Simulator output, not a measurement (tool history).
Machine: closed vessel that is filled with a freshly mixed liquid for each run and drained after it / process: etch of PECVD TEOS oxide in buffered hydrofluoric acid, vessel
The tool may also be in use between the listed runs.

| run | hour | temperature setpoint of the liquid (K) | parts of 40 % ammonium fluoride to one part of 49 % hydrofluoric acid (parts by volume) | time in the liquid (s) | thickness taken off the PECVD TEOS oxide on a monitor wafer (angstrom) |
|---|---|---|---|---|---|
| 1 | 0 | 295.15 | 13.5 | 95 | 739.16 |
| 2 | 2.2 | 295.15 | 13.5 | 95 | 732.18 |
| 3 | 4.4 | 296.65 | 12 | 95 | 906.02 |
| 4 | 11.6 | 296.65 | 12 | 105 | 999.15 |
| 5 | 15 | 296.65 | 12 | 105 | 994.4 |
| 6 | 18 | 296.65 | 9 | 105 | 1285.2 |
| 7 | 23.6 | 296.65 | 9 | 105 | 1273.2 |
| 8 | 26.2 | 297.65 | 8.5 | 105 | 1434.9 |
| 9 | 33.5 | 298.65 | 8.5 | 105 | 1517.3 |

Run 10 has not been measured yet. What should we expect?
| 10 | 35.1 | 299.65 | 8.5 | 105 | ? |

thickness taken off the PECVD TEOS oxide on a monitor wafer (angstrom): 1577.6

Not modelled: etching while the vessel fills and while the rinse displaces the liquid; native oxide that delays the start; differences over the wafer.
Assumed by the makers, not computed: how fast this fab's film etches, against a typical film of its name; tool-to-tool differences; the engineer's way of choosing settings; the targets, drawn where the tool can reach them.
